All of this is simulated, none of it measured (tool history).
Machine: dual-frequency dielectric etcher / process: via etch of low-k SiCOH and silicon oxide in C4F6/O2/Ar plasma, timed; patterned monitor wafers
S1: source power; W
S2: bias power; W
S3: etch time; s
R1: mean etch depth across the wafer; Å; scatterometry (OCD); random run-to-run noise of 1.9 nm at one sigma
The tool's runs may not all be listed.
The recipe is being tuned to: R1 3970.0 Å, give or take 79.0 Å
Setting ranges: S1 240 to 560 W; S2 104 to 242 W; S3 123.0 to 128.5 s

run 1 hour=0.0 | S1=400 S2=173 S3=123.0 | R1=3386.4
run 2 hour=5.5 | S1=400 S2=202 S3=123.0 | R1=3533.5
run 3 hour=9.8 | S1=410 S2=203 S3=123.0 | R1=3561.4
run 4 hour=14.6 | S1=410 S2=203 S3=123.0 | R1=3548.4
run 5 hour=15.4 | S1=410 S2=190 S3=123.0 | R1=3499.3
run 6 hour=19.9 | S1=420 S2=192 S3=123.0 | R1=3544.0
run 7 hour=23.8 | S1=500 S2=204 S3=123.5 | R1=3818.8
run 8 hour=29.0 | S1=500 S2=205 S3=123.5 | R1=3850.1
run 9 hour=35.1 | S1=500 S2=206 S3=123.5 | R1=3853.4

Exactly one of the 5 candidate moves below puts every result within its allowed miss. Which one?
run A hour=41.2 | S1=490 S2=199 S3=124.5 | R1=?
run B hour=41.2 | S1=510 S2=196 S3=123.0 | R1=?
run C hour=41.2 | S1=500 S2=200 S3=123.5 | R1=?
run D hour=41.2 | S1=490 S2=204 S3=128.5 | R1=?
run E hour=41.2 | S1=490 S2=197 S3=123.0 | R1=?

move=A R1=3806.2
move=B R1=3793.2
move=C R1=3806.8
move=D R1=3958.2
move=E R1=3748.9
A: moves away from the targets compared with the last run
B: moves away from the targets compared with the last run
C: moves away from the targets compared with the last run
D: every result within its allowed miss
E: moves away from the targets compared with the last run
Correct choice: D, which meets every target
